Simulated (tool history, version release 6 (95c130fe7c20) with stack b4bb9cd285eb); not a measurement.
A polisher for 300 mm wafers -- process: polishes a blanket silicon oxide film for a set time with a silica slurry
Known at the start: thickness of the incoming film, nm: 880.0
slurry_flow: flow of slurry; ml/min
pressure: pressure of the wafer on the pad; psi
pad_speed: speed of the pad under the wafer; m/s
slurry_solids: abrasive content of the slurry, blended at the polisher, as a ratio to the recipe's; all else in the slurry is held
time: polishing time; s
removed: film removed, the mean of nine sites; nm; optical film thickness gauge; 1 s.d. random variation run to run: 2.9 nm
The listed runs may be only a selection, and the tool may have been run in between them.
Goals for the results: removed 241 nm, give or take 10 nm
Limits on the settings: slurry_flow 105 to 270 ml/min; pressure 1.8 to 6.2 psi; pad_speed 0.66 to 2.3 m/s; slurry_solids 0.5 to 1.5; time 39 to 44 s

run	hour	slurry_flow	pressure	pad_speed	slurry_solids	time	removed
1	0	175	4	1.46	1	44	161.51
2	8.8	175	4	1.46	1	39	141.22
3	14.7	175	4.2	1.46	1	39	149.63
4	18.7	175	4.4	1.46	1	39	157.44
5	25.4	175	4.6	1.46	1	39	163.05
6	26.5	175	4.8	1.48	1	39	173.05
7	31.9	180	5.9	1.52	1	39	218.75
8	38.4	180	6.1	1.56	1	39	228.45

Which of these 5 next moves meets every target?
A	44.9	185	5.7	1.64	1.2	44	?
B	44.9	165	6.2	1.42	0.8	44	?
C	44.9	170	6.2	1.38	0.85	43	?
D	44.9	130	6.2	1.32	1.3	44	?
E	44.9	165	6	1.28	0.9	44	?

move	removed
A	274.92
B	223.38
C	220.66
D	248.26
E	211.35
A: the result that was furthest off in the last run now lies on the other side of its target
B: further off than the last run
C: further off than the last run
D: hits every target within its allowed miss
E: further off than the last run
Go with D: it meets all targets.

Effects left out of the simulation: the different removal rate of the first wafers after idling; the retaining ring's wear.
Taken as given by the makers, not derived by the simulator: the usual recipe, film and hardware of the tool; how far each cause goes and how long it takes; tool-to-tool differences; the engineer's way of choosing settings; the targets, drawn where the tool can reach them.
